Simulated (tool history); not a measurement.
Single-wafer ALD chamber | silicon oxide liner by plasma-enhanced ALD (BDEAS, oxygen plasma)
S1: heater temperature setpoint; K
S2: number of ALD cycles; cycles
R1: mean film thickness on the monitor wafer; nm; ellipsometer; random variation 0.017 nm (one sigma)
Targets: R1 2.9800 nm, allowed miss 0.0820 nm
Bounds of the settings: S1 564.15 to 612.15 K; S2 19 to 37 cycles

Run 1, hour 0.0: S1 588.15 K, S2 28 cycles. Result: R1 2.4934 nm.
Run 2, hour 0.6: S1 588.15 K, S2 29 cycles. Result: R1 2.6074 nm.
Run 3, hour 4.7: S1 598.15 K, S2 29 cycles. Result: R1 2.5520 nm.
Run 4, hour 13.1: S1 602.15 K, S2 29 cycles. Result: R1 2.5627 nm.
Run 5, hour 16.9: S1 602.15 K, S2 30 cycles. Result: R1 2.6408 nm.
Run 6, hour 17.9: S1 602.15 K, S2 28 cycles. Result: R1 2.4564 nm.
Run 7, hour 23.2: S1 602.15 K, S2 29 cycles. Result: R1 2.5226 nm.
Run 8, hour 29.1: S1 602.15 K, S2 30 cycles. Result: R1 2.6219 nm.
Run 9, hour 35.0: S1 602.15 K, S2 31 cycles. Result: R1 2.7497 nm.
Run 10, hour 38.5: S1 602.15 K, S2 32 cycles. Result: R1 2.8147 nm.

Which of these 4 next moves meets every target?
Run A, hour 42.0: S1 610.15 K, S2 34 cycles. Result: R1 ?.
Run B, hour 42.0: S1 609.15 K, S2 31 cycles. Result: R1 ?.
Run C, hour 42.0: S1 594.15 K, S2 31 cycles. Result: R1 ?.
Run D, hour 42.0: S1 600.15 K, S2 30 cycles. Result: R1 ?.

move      R1
   A  2.9426
   B  2.6865
   C  2.7385
   D  2.6300
A: meets every target
B: further off than the last run
C: further off than the last run
D: further off than the last run
The right move is A.
